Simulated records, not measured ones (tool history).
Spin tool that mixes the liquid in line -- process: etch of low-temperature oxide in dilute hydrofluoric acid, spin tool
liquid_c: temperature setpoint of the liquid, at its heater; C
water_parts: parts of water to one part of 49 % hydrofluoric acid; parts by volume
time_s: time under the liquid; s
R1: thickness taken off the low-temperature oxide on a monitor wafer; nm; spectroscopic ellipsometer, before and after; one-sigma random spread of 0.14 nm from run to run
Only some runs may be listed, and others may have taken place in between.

run 1 hour=0.0 | liquid_c=21.0 water_parts=140 time_s=255 | R1=30.811
run 2 hour=1.4 | liquid_c=21.0 water_parts=160 time_s=255 | R1=26.220
run 3 hour=5.4 | liquid_c=21.0 water_parts=160 time_s=275 | R1=27.975
run 4 hour=13.4 | liquid_c=21.0 water_parts=135 time_s=275 | R1=34.111
run 5 hour=21.2 | liquid_c=22.5 water_parts=135 time_s=275 | R1=36.238
run 6 hour=24.0 | liquid_c=21.0 water_parts=155 time_s=275 | R1=28.928

Run 7 comes next. What will it give?
run 7 hour=25.2 | liquid_c=20.0 water_parts=165 time_s=275 | R1=?

{"run 7": {"R1": 25.649}}

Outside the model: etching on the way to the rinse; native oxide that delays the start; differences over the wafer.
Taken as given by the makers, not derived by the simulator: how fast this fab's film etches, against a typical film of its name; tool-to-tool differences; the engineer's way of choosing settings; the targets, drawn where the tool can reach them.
